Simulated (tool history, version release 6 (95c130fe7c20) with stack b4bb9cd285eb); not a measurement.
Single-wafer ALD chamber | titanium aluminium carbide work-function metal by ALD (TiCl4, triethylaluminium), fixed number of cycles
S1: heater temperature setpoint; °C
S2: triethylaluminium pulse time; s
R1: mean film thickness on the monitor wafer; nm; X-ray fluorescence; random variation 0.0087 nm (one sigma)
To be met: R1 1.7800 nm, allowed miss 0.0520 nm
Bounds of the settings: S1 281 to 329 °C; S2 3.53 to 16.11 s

run	day	S1	S2	R1
1	0.000	305	9.82	2.0864
2	0.100	300	8.90	2.0049
3	0.258	300	10.98	2.0653
4	0.467	296	10.18	2.0361
5	0.492	296	8.15	1.9480
6	0.650	296	9.29	1.9884
7	0.942	293	8.59	1.9468
8	1.112	291	7.99	1.8927
9	1.142	290	7.69	1.8745
10	1.233	289	7.44	1.8421
11	1.579	288	7.32	1.8366

5 next moves are on the table. One of them brings every result within its allowed miss. Which?
A	1.925	298	6.91	?
B	1.925	281	7.57	?
C	1.925	301	7.03	?
D	1.925	295	7.46	?
E	1.925	296	8.11	?

move	R1
A	1.8884
B	1.7867
C	1.9221
D	1.8990
E	1.9417
A: further off than the last run
B: meets every target
C: further off than the last run
D: further off than the last run
E: further off than the last run
Move B is the one to make.
